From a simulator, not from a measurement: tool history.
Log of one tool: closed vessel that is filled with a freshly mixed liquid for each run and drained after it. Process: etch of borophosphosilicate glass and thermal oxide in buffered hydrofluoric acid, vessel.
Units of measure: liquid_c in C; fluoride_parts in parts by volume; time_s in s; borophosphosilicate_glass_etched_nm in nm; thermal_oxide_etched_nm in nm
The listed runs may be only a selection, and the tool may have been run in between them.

| run | hour | liquid_c | fluoride_parts | time_s | borophosphosilicate_glass_etched_nm | thermal_oxide_etched_nm |
|---|---|---|---|---|---|---|
| 1 | 0.0 | 24.0 | 11.5 | 60 | 83.337 | 52.369 |
| 2 | 1.4 | 24.0 | 10.0 | 60 | 95.366 | 60.151 |
| 3 | 10.3 | 23.0 | 10.0 | 60 | 90.043 | 56.848 |
| 4 | 14.0 | 26.5 | 10.0 | 60 | 109.560 | 67.798 |
| 5 | 18.7 | 23.5 | 10.0 | 60 | 92.033 | 58.335 |
| 6 | 23.4 | 23.0 | 10.0 | 60 | 90.708 | 56.453 |
| 7 | 30.4 | 22.5 | 10.0 | 60 | 88.618 | 55.707 |

For run 8, what comes out?
| 8 | 32.5 | 22.0 | 10.0 | 60 | ? | ? |

{"run 8": {"borophosphosilicate_glass_etched_nm": 86.044, "thermal_oxide_etched_nm": 53.856}}

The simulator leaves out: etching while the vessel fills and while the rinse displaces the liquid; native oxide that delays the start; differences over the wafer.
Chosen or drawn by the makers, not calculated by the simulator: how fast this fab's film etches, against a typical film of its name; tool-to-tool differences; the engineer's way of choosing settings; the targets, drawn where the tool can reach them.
